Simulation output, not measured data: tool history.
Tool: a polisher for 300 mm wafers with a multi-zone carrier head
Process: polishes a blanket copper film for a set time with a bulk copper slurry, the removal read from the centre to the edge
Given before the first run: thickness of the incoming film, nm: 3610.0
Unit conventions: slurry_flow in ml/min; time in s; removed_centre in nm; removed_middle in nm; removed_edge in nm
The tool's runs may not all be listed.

{"run": 1, "hour": 0.0, "slurry_flow": 305, "centre_zone": 1.0, "middle_zone": 1.0, "edge_zone": 1.0, "slurry_solids": 1.0, "time": 38, "removed_centre": 338.34, "removed_middle": 331.95, "removed_edge": 366.69}
{"run": 2, "hour": 3.1, "slurry_flow": 305, "centre_zone": 1.0, "middle_zone": 1.06, "edge_zone": 1.0, "slurry_solids": 1.0, "time": 38, "removed_centre": 333.42, "removed_middle": 348.5, "removed_edge": 357.83}
{"run": 3, "hour": 11.2, "slurry_flow": 305, "centre_zone": 1.0, "middle_zone": 0.99, "edge_zone": 1.0, "slurry_solids": 1.0, "time": 38, "removed_centre": 343.12, "removed_middle": 333.15, "removed_edge": 362.32}
{"run": 4, "hour": 13.2, "slurry_flow": 305, "centre_zone": 0.98, "middle_zone": 0.99, "edge_zone": 0.97, "slurry_solids": 0.9, "time": 36, "removed_centre": 312.56, "removed_middle": 308.12, "removed_edge": 334.41}
{"run": 5, "hour": 19.2, "slurry_flow": 305, "centre_zone": 0.96, "middle_zone": 0.99, "edge_zone": 0.95, "slurry_solids": 0.8, "time": 35, "removed_centre": 287.93, "removed_middle": 292.5, "removed_edge": 308.48}
{"run": 6, "hour": 26.9, "slurry_flow": 305, "centre_zone": 0.96, "middle_zone": 0.99, "edge_zone": 0.95, "slurry_solids": 1.0, "time": 35, "removed_centre": 303.86, "removed_middle": 313.05, "removed_edge": 326.78}
{"run": 7, "hour": 35.2, "slurry_flow": 305, "centre_zone": 0.94, "middle_zone": 0.98, "edge_zone": 0.93, "slurry_solids": 0.9, "time": 34, "removed_centre": 288.48, "removed_middle": 287.14, "removed_edge": 307.09}
{"run": 8, "hour": 40.1, "slurry_flow": 290, "centre_zone": 0.84, "middle_zone": 1.04, "edge_zone": 0.83, "slurry_solids": 0.65, "time": 31, "removed_centre": 218.9, "removed_middle": 255.25, "removed_edge": 250.87}
{"run": 9, "hour": 47.4, "slurry_flow": 290, "centre_zone": 0.85, "middle_zone": 1.03, "edge_zone": 0.83, "slurry_solids": 0.65, "time": 31, "removed_centre": 213.33, "removed_middle": 256.66, "removed_edge": 252.72}

Expected results for the next run?
{"run": 10, "hour": 52.8, "slurry_flow": 290, "centre_zone": 0.85, "middle_zone": 1.03, "edge_zone": 0.83, "slurry_solids": 0.65, "time": 31, "removed_centre": "?", "removed_middle": "?", "removed_edge": "?"}

{"run 10": {"removed_centre": 213.39, "removed_middle": 254.86, "removed_edge": 248.56}}
